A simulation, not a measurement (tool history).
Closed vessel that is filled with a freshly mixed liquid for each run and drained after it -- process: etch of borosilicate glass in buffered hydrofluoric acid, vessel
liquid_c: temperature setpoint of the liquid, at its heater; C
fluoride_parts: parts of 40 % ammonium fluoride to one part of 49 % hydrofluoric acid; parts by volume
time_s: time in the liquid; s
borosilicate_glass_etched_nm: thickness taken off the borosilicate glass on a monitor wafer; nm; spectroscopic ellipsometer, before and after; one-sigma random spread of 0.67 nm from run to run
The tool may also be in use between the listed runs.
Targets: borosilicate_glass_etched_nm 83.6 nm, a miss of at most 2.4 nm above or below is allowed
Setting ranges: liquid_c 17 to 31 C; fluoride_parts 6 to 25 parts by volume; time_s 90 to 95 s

run 1 hour=0 | liquid_c=23 fluoride_parts=15.5 time_s=90 | borosilicate_glass_etched_nm=64.274
run 2 hour=1.1 | liquid_c=24 fluoride_parts=15.5 time_s=90 | borosilicate_glass_etched_nm=68.424
run 3 hour=7.6 | liquid_c=24 fluoride_parts=15.5 time_s=95 | borosilicate_glass_etched_nm=71.908
run 4 hour=12.9 | liquid_c=22.5 fluoride_parts=15.5 time_s=95 | borosilicate_glass_etched_nm=66.615
run 5 hour=20.9 | liquid_c=23.5 fluoride_parts=15.5 time_s=95 | borosilicate_glass_etched_nm=69.765
run 6 hour=26.1 | liquid_c=23.5 fluoride_parts=15.5 time_s=90 | borosilicate_glass_etched_nm=66.323
run 7 hour=30.5 | liquid_c=24.5 fluoride_parts=15.5 time_s=90 | borosilicate_glass_etched_nm=70.559
run 8 hour=34.8 | liquid_c=25 fluoride_parts=15.5 time_s=90 | borosilicate_glass_etched_nm=72.876
run 9 hour=40.4 | liquid_c=25.5 fluoride_parts=15.5 time_s=90 | borosilicate_glass_etched_nm=73.678
run 10 hour=49.2 | liquid_c=26 fluoride_parts=15.5 time_s=90 | borosilicate_glass_etched_nm=77.09
run 11 hour=52.5 | liquid_c=26.5 fluoride_parts=15.5 time_s=90 | borosilicate_glass_etched_nm=77.671
run 12 hour=59 | liquid_c=27 fluoride_parts=15.5 time_s=90 | borosilicate_glass_etched_nm=79.84

Below are 5 possible settings for the next run. Only one of them brings all results inside the allowed miss of their targets. Which is it?
run A hour=65.5 | liquid_c=27 fluoride_parts=17 time_s=95 | borosilicate_glass_etched_nm=?
run B hour=65.5 | liquid_c=26.5 fluoride_parts=14 time_s=95 | borosilicate_glass_etched_nm=?
run C hour=65.5 | liquid_c=26.5 fluoride_parts=15.5 time_s=90 | borosilicate_glass_etched_nm=?
run D hour=65.5 | liquid_c=21.5 fluoride_parts=12 time_s=90 | borosilicate_glass_etched_nm=?
run E hour=65.5 | liquid_c=29.5 fluoride_parts=17 time_s=90 | borosilicate_glass_etched_nm=?

move=A borosilicate_glass_etched_nm=76.949
move=B borosilicate_glass_etched_nm=90.803
move=C borosilicate_glass_etched_nm=77.79
move=D borosilicate_glass_etched_nm=76.63
move=E borosilicate_glass_etched_nm=83.111
A: its largest miss is bigger than the last run's
B: carries the result that was furthest off beyond its target, to the other side
C: its largest miss is bigger than the last run's
D: its largest miss is bigger than the last run's
E: in spec on every target
The move that meets every target is E.

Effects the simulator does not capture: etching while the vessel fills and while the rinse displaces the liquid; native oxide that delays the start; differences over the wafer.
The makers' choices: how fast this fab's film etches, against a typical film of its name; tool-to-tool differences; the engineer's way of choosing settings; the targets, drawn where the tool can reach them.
